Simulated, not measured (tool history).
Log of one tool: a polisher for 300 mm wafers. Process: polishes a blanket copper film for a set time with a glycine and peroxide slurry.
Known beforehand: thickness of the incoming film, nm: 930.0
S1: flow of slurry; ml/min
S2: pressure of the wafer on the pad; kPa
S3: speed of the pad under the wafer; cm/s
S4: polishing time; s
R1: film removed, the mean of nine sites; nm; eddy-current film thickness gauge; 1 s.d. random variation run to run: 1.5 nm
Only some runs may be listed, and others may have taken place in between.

{"run": 1, "hour": 0.0, "S1": 170, "S2": 17.2, "S3": 102, "S4": 36, "R1": 164.41}
{"run": 2, "hour": 6.7, "S1": 180, "S2": 17.9, "S3": 102, "S4": 36, "R1": 165.44}
{"run": 3, "hour": 7.7, "S1": 180, "S2": 17.9, "S3": 102, "S4": 32, "R1": 148.45}
{"run": 4, "hour": 9.7, "S1": 180, "S2": 18.6, "S3": 102, "S4": 32, "R1": 152.42}
{"hour": 15.7, "done": "head pressure recalibrated"}
{"run": 5, "hour": 15.7, "S1": 180, "S2": 19.3, "S3": 102, "S4": 32, "R1": 146.25}
{"run": 6, "hour": 21.5, "S1": 140, "S2": 19.3, "S3": 102, "S4": 32, "R1": 140.16}
{"run": 7, "hour": 23.4, "S1": 150, "S2": 20.0, "S3": 102, "S4": 32, "R1": 144.89}
{"run": 8, "hour": 29.8, "S1": 160, "S2": 20.7, "S3": 102, "S4": 32, "R1": 146.51}

Estimate the outcome of run 9 from the log above:
{"run": 9, "hour": 37.1, "S1": 165, "S2": 20.7, "S3": 102, "S4": 32, "R1": "?"}

{"run 9": {"R1": 151.95}}

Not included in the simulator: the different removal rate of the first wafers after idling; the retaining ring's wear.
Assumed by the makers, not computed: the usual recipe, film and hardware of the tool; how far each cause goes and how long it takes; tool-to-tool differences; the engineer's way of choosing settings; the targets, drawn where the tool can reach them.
